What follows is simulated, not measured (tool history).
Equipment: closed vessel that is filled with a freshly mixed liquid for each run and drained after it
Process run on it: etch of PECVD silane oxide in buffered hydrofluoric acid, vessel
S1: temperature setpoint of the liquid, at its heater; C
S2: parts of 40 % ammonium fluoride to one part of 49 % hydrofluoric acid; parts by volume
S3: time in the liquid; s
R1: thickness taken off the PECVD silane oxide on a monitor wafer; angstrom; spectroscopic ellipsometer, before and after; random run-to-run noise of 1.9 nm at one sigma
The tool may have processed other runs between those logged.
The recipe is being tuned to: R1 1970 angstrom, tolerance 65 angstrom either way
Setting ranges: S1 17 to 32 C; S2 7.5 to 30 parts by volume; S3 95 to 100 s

run 1 hour=0 | S1=24 S2=21 S3=95 | R1=877.84
run 2 hour=3.5 | S1=24 S2=21 S3=100 | R1=911.92
run 3 hour=6.6 | S1=24 S2=23.5 S3=100 | R1=852.46
run 4 hour=8.2 | S1=24 S2=23.5 S3=95 | R1=800.01
run 5 hour=14.8 | S1=25.5 S2=20 S3=95 | R1=970.14
run 6 hour=18.7 | S1=22 S2=20 S3=95 | R1=793.38
run 7 hour=22.4 | S1=24 S2=17.5 S3=95 | R1=995.56
run 8 hour=26.2 | S1=25.5 S2=16 S3=95 | R1=1173.2
run 9 hour=29.1 | S1=27 S2=15.5 S3=95 | R1=1302.9
run 10 hour=31 | S1=28 S2=15 S3=95 | R1=1407.7
run 11 hour=35.9 | S1=29 S2=14.5 S3=95 | R1=1545.3
run 12 hour=41.9 | S1=29.5 S2=14 S3=95 | R1=1650.1
run 13 hour=42.8 | S1=30 S2=14 S3=95 | R1=1680.9
run 14 hour=48.9 | S1=30.5 S2=14 S3=95 | R1=1727.9
run 15 hour=55.5 | S1=31 S2=14 S3=95 | R1=1769.6
run 16 hour=56.5 | S1=31 S2=13.5 S3=95 | R1=1838.8
-- hour=63.7 hydrofluoric acid flow meter replaced
run 17 hour=63.7 | S1=31.5 S2=13.5 S3=95 | R1=2128.4
run 18 hour=72.4 | S1=31 S2=13.5 S3=95 | R1=2076.3

Which single option among these 4 for the next run brings every result within its allowed miss of target? Just one does.
run A hour=81.1 | S1=31 S2=16.5 S3=100 | R1=?
run B hour=81.1 | S1=32 S2=17.5 S3=100 | R1=?
run C hour=81.1 | S1=31.5 S2=17 S3=100 | R1=?
run D hour=81.1 | S1=29.5 S2=13 S3=95 | R1=?

move=A R1=1799.5
move=B R1=1789.6
move=C R1=1793.8
move=D R1=1995.7
A: moves the result that the last run missed by most past its target, out the other side
B: moves the result that the last run missed by most past its target, out the other side
C: moves the result that the last run missed by most past its target, out the other side
D: meets every target
The move that meets every target is D.
